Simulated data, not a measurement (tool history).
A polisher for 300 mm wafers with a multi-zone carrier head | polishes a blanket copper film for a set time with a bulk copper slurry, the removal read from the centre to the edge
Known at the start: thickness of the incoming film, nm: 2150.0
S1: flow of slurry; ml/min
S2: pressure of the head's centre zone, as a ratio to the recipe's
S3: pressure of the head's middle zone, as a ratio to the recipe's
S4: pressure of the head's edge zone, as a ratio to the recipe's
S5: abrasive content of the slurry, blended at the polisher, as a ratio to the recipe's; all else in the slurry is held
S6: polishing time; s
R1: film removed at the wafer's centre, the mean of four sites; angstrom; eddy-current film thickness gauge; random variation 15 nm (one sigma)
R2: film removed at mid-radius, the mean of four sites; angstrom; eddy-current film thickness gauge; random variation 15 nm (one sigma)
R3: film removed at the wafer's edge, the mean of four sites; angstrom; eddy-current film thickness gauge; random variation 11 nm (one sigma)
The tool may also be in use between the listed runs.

Run 1, day 0: S1 305 ml/min, S2 1, S3 1, S4 1, S5 1, S6 57 s. Result: R1 7992.3 angstrom, R2 7783.3 angstrom, R3 7915.2 angstrom.
Run 2, day 0.292: S1 305 ml/min, S2 1.04, S3 1, S4 1, S5 1, S6 57 s. Result: R1 8207.5 angstrom, R2 7820 angstrom, R3 7739.4 angstrom.
Run 3, day 0.358: S1 305 ml/min, S2 1.04, S3 1, S4 1.05, S5 1, S6 57 s. Result: R1 8085.2 angstrom, R2 7933.3 angstrom, R3 8084.6 angstrom.
Run 4, day 0.662: S1 305 ml/min, S2 1.04, S3 1, S4 1.05, S5 1, S6 63 s. Result: R1 9033.7 angstrom, R2 8681.6 angstrom, R3 8806.3 angstrom.
Run 5, day 0.7: S1 270 ml/min, S2 1.04, S3 1, S4 1.05, S5 1, S6 63 s. Result: R1 8826.6 angstrom, R2 8538.8 angstrom, R3 8747.3 angstrom.
Run 6, day 0.85: S1 270 ml/min, S2 1.04, S3 1, S4 1.05, S5 0.8, S6 63 s. Result: R1 8395.1 angstrom, R2 8020.8 angstrom, R3 8357.9 angstrom.
Run 7, day 1.217: S1 275 ml/min, S2 1.05, S3 1.01, S4 1.06, S5 0.85, S6 63 s. Result: R1 8679.6 angstrom, R2 8166 angstrom, R3 8515.3 angstrom.

The next listed run, before its measurement:
Run 8, day 1.333: S1 280 ml/min, S2 1.06, S3 1.02, S4 1.07, S5 0.9, S6 63 s. Result: R1 ?, R2 ?, R3 ?.

{"run 8": {"R1": 8668.8, "R2": 8574.3, "R3": 8558.9}}
